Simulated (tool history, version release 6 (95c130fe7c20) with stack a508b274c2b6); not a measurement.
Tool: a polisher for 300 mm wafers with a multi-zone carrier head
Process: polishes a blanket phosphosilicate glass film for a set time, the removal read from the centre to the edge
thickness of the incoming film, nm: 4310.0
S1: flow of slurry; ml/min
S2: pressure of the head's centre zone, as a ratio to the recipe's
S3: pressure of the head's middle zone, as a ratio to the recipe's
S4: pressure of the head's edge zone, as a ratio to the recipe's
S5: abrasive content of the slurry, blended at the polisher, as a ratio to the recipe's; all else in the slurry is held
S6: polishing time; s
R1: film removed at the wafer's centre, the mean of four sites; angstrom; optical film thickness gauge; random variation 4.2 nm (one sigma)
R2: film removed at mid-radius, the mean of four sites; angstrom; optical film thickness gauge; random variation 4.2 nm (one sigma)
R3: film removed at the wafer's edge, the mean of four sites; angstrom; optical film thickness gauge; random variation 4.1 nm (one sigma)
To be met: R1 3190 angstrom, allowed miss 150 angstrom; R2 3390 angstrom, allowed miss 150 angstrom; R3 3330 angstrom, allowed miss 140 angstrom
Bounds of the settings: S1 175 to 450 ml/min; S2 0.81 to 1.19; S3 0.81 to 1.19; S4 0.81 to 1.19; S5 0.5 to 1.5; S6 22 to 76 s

{"run": 1, "day": 0.0, "S1": 290, "S2": 1, "S3": 1, "S4": 1, "S5": 1, "S6": 49, "R1": 2819.2, "R2": 2774.2, "R3": 2770.9}
{"run": 2, "day": 0.138, "S1": 290, "S2": 1, "S3": 1.02, "S4": 1.02, "S5": 1.05, "S6": 49, "R1": 2849.3, "R2": 2815.4, "R3": 2790.7}
{"run": 3, "day": 0.254, "S1": 290, "S2": 1, "S3": 1.08, "S4": 1.02, "S5": 1.05, "S6": 49, "R1": 2794, "R2": 2907.6, "R3": 2867.7}
{"run": 4, "day": 0.325, "S1": 290, "S2": 1, "S3": 1.11, "S4": 1.02, "S5": 1.05, "S6": 49, "R1": 2900.7, "R2": 3019.1, "R3": 2797.2}
{"run": 5, "day": 0.567, "S1": 290, "S2": 1.04, "S3": 1.11, "S4": 1.02, "S5": 1.05, "S6": 49, "R1": 2950.3, "R2": 2976.8, "R3": 2952.1}
{"run": 6, "day": 0.742, "S1": 290, "S2": 1.04, "S3": 1.13, "S4": 1.03, "S5": 1.1, "S6": 49, "R1": 3001, "R2": 3134.4, "R3": 2943.7}
{"run": 7, "day": 0.867, "S1": 285, "S2": 1.05, "S3": 1.13, "S4": 1.06, "S5": 1.15, "S6": 49, "R1": 3121.4, "R2": 3146.8, "R3": 3030.7}
{"run": 8, "day": 1.2, "S1": 285, "S2": 1.03, "S3": 1.13, "S4": 1.09, "S5": 1.15, "S6": 50, "R1": 3114, "R2": 3149.6, "R3": 3123.3}
{"run": 9, "day": 1.304, "S1": 285, "S2": 1.02, "S3": 1.14, "S4": 1.1, "S5": 1.15, "S6": 50, "R1": 3045.6, "R2": 3216.5, "R3": 3172.9}

Which of these 5 next moves meets every target?
{"run": "A", "day": 1.408, "S1": 290, "S2": 1.04, "S3": 1.19, "S4": 1.17, "S5": 1.3, "S6": 49, "R1": "?", "R2": "?", "R3": "?"}
{"run": "B", "day": 1.408, "S1": 390, "S2": 1.04, "S3": 1.09, "S4": 1.01, "S5": 1.25, "S6": 44, "R1": "?", "R2": "?", "R3": "?"}
{"run": "C", "day": 1.408, "S1": 310, "S2": 1.11, "S3": 1.03, "S4": 1.19, "S5": 1.05, "S6": 51, "R1": "?", "R2": "?", "R3": "?"}
{"run": "D", "day": 1.408, "S1": 285, "S2": 1.04, "S3": 1.19, "S4": 0.94, "S5": 1.3, "S6": 49, "R1": "?", "R2": "?", "R3": "?"}
{"run": "E", "day": 1.408, "S1": 275, "S2": 1, "S3": 0.98, "S4": 1.19, "S5": 0.9, "S6": 57, "R1": "?", "R2": "?", "R3": "?"}

move=A R1=3256.5 R2=3428.1 R3=3332.1
move=B R1=2948.5 R2=2911.3 R3=2787.4
move=C R1=3370.7 R2=2999.5 R3=3262
move=D R1=3251.9 R2=3424.8 R3=2987.4
move=E R1=3170.3 R2=3033.5 R3=3421.3
A: meets every target
B: further off than the last run
C: further off than the last run
D: brings the result that was furthest off to its target, and leaves another outside
E: further off than the last run
Answer: A
